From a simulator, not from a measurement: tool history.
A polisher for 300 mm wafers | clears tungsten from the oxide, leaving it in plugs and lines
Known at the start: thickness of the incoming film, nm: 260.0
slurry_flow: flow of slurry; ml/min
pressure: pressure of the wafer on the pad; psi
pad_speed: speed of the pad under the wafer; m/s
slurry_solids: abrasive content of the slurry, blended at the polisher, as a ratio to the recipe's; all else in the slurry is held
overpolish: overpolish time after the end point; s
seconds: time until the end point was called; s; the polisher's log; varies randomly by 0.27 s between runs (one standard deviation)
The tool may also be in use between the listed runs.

run,day,slurry_flow,pressure,pad_speed,slurry_solids,overpolish,seconds
1,0,300,2.9,1.32,1,5,46.899
2,0.104,300,2.9,1.16,1,5,54.077
3,0.171,300,3.1,1.18,1,5,49.194
4,0.271,300,3.1,1.18,0.8,5,50.93
5,0.588,360,3.1,1.18,0.8,5,51.016
6,0.821,360,3.2,1.2,0.8,5,47.482
7,1.192,360,3.3,1.2,0.8,5,46.441
8,1.25,360,3.4,1.22,0.8,5,44.677
9,1.388,360,3.5,1.24,0.8,5,41.795
10,1.554,360,3.6,1.26,0.8,5,41.518

What will run 11 give?
11,1.746,360,3.7,1.28,0.8,5,?

{"run 11": {"seconds": 38.692}}

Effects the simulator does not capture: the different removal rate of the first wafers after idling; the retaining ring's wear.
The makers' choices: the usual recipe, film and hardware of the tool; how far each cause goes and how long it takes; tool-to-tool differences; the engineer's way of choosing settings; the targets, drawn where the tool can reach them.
